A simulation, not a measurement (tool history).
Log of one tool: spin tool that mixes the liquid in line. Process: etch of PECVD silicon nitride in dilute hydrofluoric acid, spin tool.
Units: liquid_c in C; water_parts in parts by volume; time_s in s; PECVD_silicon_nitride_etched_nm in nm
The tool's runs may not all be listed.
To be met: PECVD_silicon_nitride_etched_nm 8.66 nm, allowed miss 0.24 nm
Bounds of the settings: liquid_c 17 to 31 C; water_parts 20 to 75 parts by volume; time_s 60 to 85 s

run	hour	liquid_c	water_parts	time_s	PECVD_silicon_nitride_etched_nm
1	0	23	45	85	5.3112
2	6.8	25	45	85	6.0542
3	7.5	26.5	45	85	6.6969
4	8.6	23.5	45	85	5.4295
5	10.1	23.5	30	85	7.9738
6	15.3	23.5	30	60	5.7694
7	19.6	27.5	30	60	7.4631
8	22	28	30	60	7.7489
9	26	28.5	30	60	7.9925

Which of these 4 next moves meets every target?
A	30	29.5	40	75	?
B	30	28.5	35	70	?
C	30	28.5	35	75	?
D	30	21	20	70	?

move	PECVD_silicon_nitride_etched_nm
A	8.1196
B	8.0901
C	8.668
D	8.3352
A: nearer than the last run, and not there yet
B: nearer than the last run, and not there yet
C: meets every target
D: nearer than the last run, and not there yet
Move C is the one to make.
